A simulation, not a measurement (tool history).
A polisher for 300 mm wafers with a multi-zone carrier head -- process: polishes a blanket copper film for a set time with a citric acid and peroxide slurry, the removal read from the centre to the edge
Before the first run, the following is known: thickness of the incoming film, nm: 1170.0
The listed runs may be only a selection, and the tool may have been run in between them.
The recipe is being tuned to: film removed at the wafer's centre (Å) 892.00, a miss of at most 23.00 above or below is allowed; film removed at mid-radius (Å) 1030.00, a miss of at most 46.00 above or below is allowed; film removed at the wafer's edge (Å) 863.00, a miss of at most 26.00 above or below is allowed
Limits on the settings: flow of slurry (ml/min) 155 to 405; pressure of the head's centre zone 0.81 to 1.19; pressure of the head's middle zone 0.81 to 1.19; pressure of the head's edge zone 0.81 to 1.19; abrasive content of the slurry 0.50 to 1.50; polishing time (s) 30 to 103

run	hour	flow of slurry (ml/min)	pressure of the head's centre zone	pressure of the head's middle zone	pressure of the head's edge zone	abrasive content of the slurry	polishing time (s)	film removed at the wafer's centre (Å)	film removed at mid-radius (Å)	film removed at the wafer's edge (Å)
1	0.0	260	1.00	1.00	1.00	1.00	66	1142.00	1141.60	1178.20
2	8.3	260	1.00	1.00	1.00	1.15	66	1181.30	1195.00	1210.60
3	14.4	265	1.00	1.05	0.96	1.00	63	1085.80	1162.60	1116.40
4	19.3	265	1.06	1.05	0.96	1.00	63	1155.90	1141.60	1099.20
5	23.8	265	1.05	1.08	0.92	0.90	61	1078.70	1098.50	1011.10
6	31.8	265	1.05	1.11	0.92	0.90	61	1078.80	1128.70	1010.50
7	38.0	255	1.03	1.12	0.89	0.80	61	1023.90	1110.50	957.17
8	38.8	245	1.01	1.11	0.87	0.75	61	980.79	1057.60	934.07
9	43.4	235	1.00	1.12	0.85	0.75	61	964.55	1048.10	935.96
10	48.3	235	0.99	1.13	0.84	0.70	61	941.16	1032.50	906.54
11	51.2	230	0.98	1.14	0.83	0.70	61	920.05	1072.20	895.01
12	54.9	200	0.98	1.12	0.81	0.60	61	858.95	960.05	830.82

Which of these 5 next moves meets every target?
A	58.6	265	1.01	1.15	0.81	0.60	57	?	?	?
B	58.6	195	0.98	1.01	0.81	0.50	63	?	?	?
C	58.6	210	1.03	1.02	0.83	0.60	57	?	?	?
D	58.6	310	0.90	1.18	0.95	0.50	61	?	?	?
E	58.6	210	0.98	1.14	0.82	0.65	61	?	?	?

move	film removed at the wafer's centre (Å)	film removed at mid-radius (Å)	film removed at the wafer's edge (Å)
A	867.79	981.02	803.59
B	843.70	885.05	819.70
C	855.88	859.68	795.92
D	799.25	1036.10	888.10
E	891.38	1034.60	864.81
A: its largest miss is bigger than the last run's
B: its largest miss is bigger than the last run's
C: its largest miss is bigger than the last run's
D: the furthest-off result lands on target, but another misses its tolerance
E: meets every target
Answer: E
